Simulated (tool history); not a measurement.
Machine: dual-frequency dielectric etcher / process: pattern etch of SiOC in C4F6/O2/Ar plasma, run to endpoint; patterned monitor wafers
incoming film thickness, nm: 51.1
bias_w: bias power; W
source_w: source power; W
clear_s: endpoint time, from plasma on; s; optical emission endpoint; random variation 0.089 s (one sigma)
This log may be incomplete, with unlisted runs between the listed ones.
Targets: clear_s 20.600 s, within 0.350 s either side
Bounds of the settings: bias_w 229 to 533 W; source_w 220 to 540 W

run 1 hour=0.0 | bias_w=381 source_w=380 | clear_s=17.087
run 2 hour=7.7 | bias_w=355 source_w=380 | clear_s=17.458
run 3 hour=12.3 | bias_w=355 source_w=440 | clear_s=16.202
run 4 hour=18.0 | bias_w=333 source_w=420 | clear_s=16.955
run 5 hour=24.0 | bias_w=280 source_w=420 | clear_s=17.900
run 6 hour=32.3 | bias_w=270 source_w=410 | clear_s=18.441
run 7 hour=40.8 | bias_w=262 source_w=400 | clear_s=18.770
run 8 hour=46.5 | bias_w=229 source_w=330 | clear_s=22.150
run 9 hour=54.7 | bias_w=240 source_w=330 | clear_s=21.895
run 10 hour=58.1 | bias_w=240 source_w=330 | clear_s=21.650
run 11 hour=63.8 | bias_w=247 source_w=330 | clear_s=21.485
run 12 hour=72.1 | bias_w=253 source_w=330 | clear_s=21.334
run 13 hour=80.5 | bias_w=291 source_w=340 | clear_s=19.908
run 14 hour=81.3 | bias_w=286 source_w=340 | clear_s=20.077

Which of these 4 next moves meets every target?
run A hour=82.1 | bias_w=295 source_w=350 | clear_s=?
run B hour=82.1 | bias_w=229 source_w=340 | clear_s=?
run C hour=82.1 | bias_w=303 source_w=340 | clear_s=?
run D hour=82.1 | bias_w=283 source_w=330 | clear_s=?

move=A clear_s=19.597
move=B clear_s=21.677
move=C clear_s=19.760
move=D clear_s=20.593
A: moves away from the targets compared with the last run
B: takes the result that was furthest off past its target
C: moves away from the targets compared with the last run
D: in spec on every target
Answer: D

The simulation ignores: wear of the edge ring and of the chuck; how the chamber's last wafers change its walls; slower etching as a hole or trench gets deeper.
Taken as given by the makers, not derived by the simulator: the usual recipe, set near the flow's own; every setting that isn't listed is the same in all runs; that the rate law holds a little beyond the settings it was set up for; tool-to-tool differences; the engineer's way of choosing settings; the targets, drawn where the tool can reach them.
